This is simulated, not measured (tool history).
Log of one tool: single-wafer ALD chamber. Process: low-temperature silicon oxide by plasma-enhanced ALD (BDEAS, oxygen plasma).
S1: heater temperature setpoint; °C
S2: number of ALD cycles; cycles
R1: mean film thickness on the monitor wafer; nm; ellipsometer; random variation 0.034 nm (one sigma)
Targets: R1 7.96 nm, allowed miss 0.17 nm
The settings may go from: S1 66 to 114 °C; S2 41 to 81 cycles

Run 1, day 0: S1 90 °C, S2 61 cycles. Result: R1 9.3019 nm.
Run 2, day 0.129: S1 94 °C, S2 59 cycles. Result: R1 8.9259 nm.
Run 3, day 0.475: S1 99 °C, S2 59 cycles. Result: R1 8.8336 nm.
Run 4, day 0.675: S1 100 °C, S2 57 cycles. Result: R1 8.499 nm.
Run 5, day 0.921: S1 100 °C, S2 63 cycles. Result: R1 9.3245 nm.
Run 6, day 1.283: S1 100 °C, S2 70 cycles. Result: R1 10.389 nm.
Run 7, day 1.492: S1 102 °C, S2 65 cycles. Result: R1 9.5675 nm.
Run 8, day 1.762: S1 104 °C, S2 62 cycles. Result: R1 9.1684 nm.
Run 9, day 1.892: S1 105 °C, S2 59 cycles. Result: R1 8.7007 nm.
Run 10, day 1.95: S1 106 °C, S2 57 cycles. Result: R1 8.3659 nm.
Run 11, day 2.188: S1 107 °C, S2 56 cycles. Result: R1 8.1962 nm.

Which of these 5 next moves meets every target?
Run A, day 2.425: S1 110 °C, S2 58 cycles. Result: R1 ?.
Run B, day 2.425: S1 104 °C, S2 54 cycles. Result: R1 ?.
Run C, day 2.425: S1 114 °C, S2 58 cycles. Result: R1 ?.
Run D, day 2.425: S1 105 °C, S2 56 cycles. Result: R1 ?.
Run E, day 2.425: S1 103 °C, S2 58 cycles. Result: R1 ?.

move      R1
   A  8.4728
   B  7.9647
   C  8.4182
   D  8.2465
   E  8.5683
A: further off than the last run
B: meets every target
C: further off than the last run
D: further off than the last run
E: further off than the last run
The right move is B.
